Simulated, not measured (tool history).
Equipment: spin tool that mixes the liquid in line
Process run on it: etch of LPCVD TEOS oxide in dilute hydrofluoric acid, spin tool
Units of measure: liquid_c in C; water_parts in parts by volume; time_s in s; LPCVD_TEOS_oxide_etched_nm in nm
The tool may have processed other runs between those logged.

run	day	liquid_c	water_parts	time_s	LPCVD_TEOS_oxide_etched_nm
1	0	21	250	275	31.177
2	0.221	18	250	275	27.59
3	0.288	20	240	275	31.685
4	0.367	21.5	230	275	34.908
5	0.633	21.5	230	300	38.358
6	0.742	23.5	230	300	41.375
7	0.9	24.5	225	300	44.428
8	1.017	25.5	220	300	47.075
9	1.083	26	215	300	49.4

Forecast run 10:
10	1.138	26.5	215	300	?

{"run 10": {"LPCVD_TEOS_oxide_etched_nm": 50.082}}
